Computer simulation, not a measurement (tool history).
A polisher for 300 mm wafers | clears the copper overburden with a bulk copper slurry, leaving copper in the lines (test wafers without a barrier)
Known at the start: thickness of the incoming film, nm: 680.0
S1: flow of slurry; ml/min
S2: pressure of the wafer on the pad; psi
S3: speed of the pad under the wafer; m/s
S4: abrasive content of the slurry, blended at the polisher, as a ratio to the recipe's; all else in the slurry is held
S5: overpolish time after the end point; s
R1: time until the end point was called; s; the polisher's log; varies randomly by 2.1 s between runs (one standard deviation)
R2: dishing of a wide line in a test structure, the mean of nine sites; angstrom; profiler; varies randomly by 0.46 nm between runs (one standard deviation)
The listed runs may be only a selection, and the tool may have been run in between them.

{"run": 1, "hour": 0.0, "S1": 160, "S2": 1.6, "S3": 1.24, "S4": 1, "S5": 12, "R1": 84.755, "R2": 474.33}
{"run": 2, "hour": 7.1, "S1": 160, "S2": 1.5, "S3": 1.24, "S4": 1, "S5": 12, "R1": 92.778, "R2": 444.65}
{"run": 3, "hour": 12.4, "S1": 160, "S2": 1.5, "S3": 1.24, "S4": 1, "S5": 9, "R1": 91.759, "R2": 374.88}
{"run": 4, "hour": 13.3, "S1": 160, "S2": 1.4, "S3": 1.22, "S4": 1, "S5": 10, "R1": 101.6, "R2": 375.57}
{"run": 5, "hour": 20.6, "S1": 160, "S2": 1.4, "S3": 1.22, "S4": 1.2, "S5": 10, "R1": 99.78, "R2": 384.07}
{"run": 6, "hour": 22.8, "S1": 160, "S2": 1.3, "S3": 1.2, "S4": 1.2, "S5": 11, "R1": 102.85, "R2": 381.11}

Run 7 is up next; what results do you expect?
{"run": 7, "hour": 24.8, "S1": 155, "S2": 1.2, "S3": 1.18, "S4": 1.2, "S5": 12, "R1": "?", "R2": "?"}

R1: 118.43 s
R2: 377.19 angstrom
